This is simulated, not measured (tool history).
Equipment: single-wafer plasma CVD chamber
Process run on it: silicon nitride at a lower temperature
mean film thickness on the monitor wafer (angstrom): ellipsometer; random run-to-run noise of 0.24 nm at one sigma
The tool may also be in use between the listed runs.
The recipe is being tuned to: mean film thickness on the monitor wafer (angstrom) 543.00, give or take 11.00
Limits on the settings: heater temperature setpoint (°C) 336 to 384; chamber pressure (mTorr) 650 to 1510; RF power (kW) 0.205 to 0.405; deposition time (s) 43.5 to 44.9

| run | hour | heater temperature setpoint (°C) | chamber pressure (mTorr) | RF power (kW) | deposition time (s) | mean film thickness on the monitor wafer (angstrom) |
|---|---|---|---|---|---|---|
| 1 | 0.0 | 360 | 1080 | 0.305 | 43.5 | 422.02 |
| 2 | 4.9 | 360 | 1080 | 0.265 | 43.5 | 378.20 |
| 3 | 7.9 | 360 | 1180 | 0.295 | 43.7 | 430.59 |
| 4 | 12.4 | 360 | 1270 | 0.310 | 43.8 | 459.37 |
| 5 | 13.6 | 360 | 1330 | 0.320 | 43.9 | 484.52 |
| 6 | 16.8 | 360 | 1410 | 0.320 | 43.9 | 491.08 |
| 7 | 25.7 | 360 | 1430 | 0.330 | 44.0 | 505.74 |
| 8 | 29.1 | 360 | 1450 | 0.335 | 44.1 | 512.38 |
| 9 | 35.2 | 360 | 1460 | 0.340 | 44.2 | 524.00 |
| 10 | 35.9 | 360 | 1470 | 0.345 | 44.2 | 531.72 |

Exercise: of the 4 proposed moves below, exactly one satisfies all targets within the stated allowed misses. Which move is it?
| A | 36.6 | 362 | 1510 | 0.355 | 43.7 | ? |
| B | 36.6 | 366 | 1510 | 0.340 | 43.5 | ? |
| C | 36.6 | 366 | 1500 | 0.335 | 43.5 | ? |
| D | 36.6 | 359 | 1400 | 0.335 | 44.6 | ? |

| move | mean film thickness on the monitor wafer (angstrom) |
|---|---|
| A | 538.52 |
| B | 518.80 |
| C | 512.11 |
| D | 513.85 |
A: all results land within tolerance of their targets
B: the biggest miss grows against the last run
C: the biggest miss grows against the last run
D: the biggest miss grows against the last run
A meets every target.
